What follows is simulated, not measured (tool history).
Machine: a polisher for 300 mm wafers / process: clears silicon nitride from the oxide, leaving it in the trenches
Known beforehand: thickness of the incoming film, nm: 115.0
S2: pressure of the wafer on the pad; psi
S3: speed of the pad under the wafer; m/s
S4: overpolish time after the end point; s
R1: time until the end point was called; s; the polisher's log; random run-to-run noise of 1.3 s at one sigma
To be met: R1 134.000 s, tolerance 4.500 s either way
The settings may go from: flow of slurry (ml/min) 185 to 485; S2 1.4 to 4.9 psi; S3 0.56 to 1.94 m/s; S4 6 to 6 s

{"run": 1, "hour": 0.0, "flow of slurry (ml/min)": 310, "S2": 3.1, "S3": 1.24, "S4": 6, "R1": 90.584}
{"run": 2, "hour": 6.3, "flow of slurry (ml/min)": 310, "S2": 3.1, "S3": 1.24, "S4": 6, "R1": 91.13}
{"run": 3, "hour": 9.1, "flow of slurry (ml/min)": 310, "S2": 2.8, "S3": 1.24, "S4": 6, "R1": 102.4}
{"run": 4, "hour": 17.8, "flow of slurry (ml/min)": 310, "S2": 2.6, "S3": 1.24, "S4": 6, "R1": 105.6}
{"run": 5, "hour": 18.4, "flow of slurry (ml/min)": 310, "S2": 2.6, "S3": 1.44, "S4": 6, "R1": 93.528}
{"run": 6, "hour": 23.8, "flow of slurry (ml/min)": 310, "S2": 2.3, "S3": 1.44, "S4": 6, "R1": 106.43}
{"run": 7, "hour": 31.3, "flow of slurry (ml/min)": 310, "S2": 1.6, "S3": 1.44, "S4": 6, "R1": 147.89}
{"hour": 35.3, "done": "worn pad replaced by a new one"}
{"run": 8, "hour": 35.3, "flow of slurry (ml/min)": 310, "S2": 1.9, "S3": 1.44, "S4": 6, "R1": 116.38}
{"run": 9, "hour": 41.8, "flow of slurry (ml/min)": 310, "S2": 1.8, "S3": 1.44, "S4": 6, "R1": 120.89}

Consider the 4 candidate settings below. Which is the only one whose results all fall within their allowed miss of target?
{"run": "A", "hour": 48.3, "flow of slurry (ml/min)": 365, "S2": 2.2, "S3": 1.12, "S4": 6, "R1": "?"}
{"run": "B", "hour": 48.3, "flow of slurry (ml/min)": 300, "S2": 2.0, "S3": 1.3, "S4": 6, "R1": "?"}
{"run": "C", "hour": 48.3, "flow of slurry (ml/min)": 335, "S2": 2.3, "S3": 1.0, "S4": 6, "R1": "?"}
{"run": "D", "hour": 48.3, "flow of slurry (ml/min)": 235, "S2": 2.1, "S3": 1.5, "S4": 6, "R1": "?"}

move=A R1=126.540
move=B R1=123.820
move=C R1=134.160
move=D R1=106.590
A: moves toward the targets from the last run without getting all of them in spec
B: moves toward the targets from the last run without getting all of them in spec
C: all results in spec
D: lands further from the targets than the last run did
Move C is the one to make.
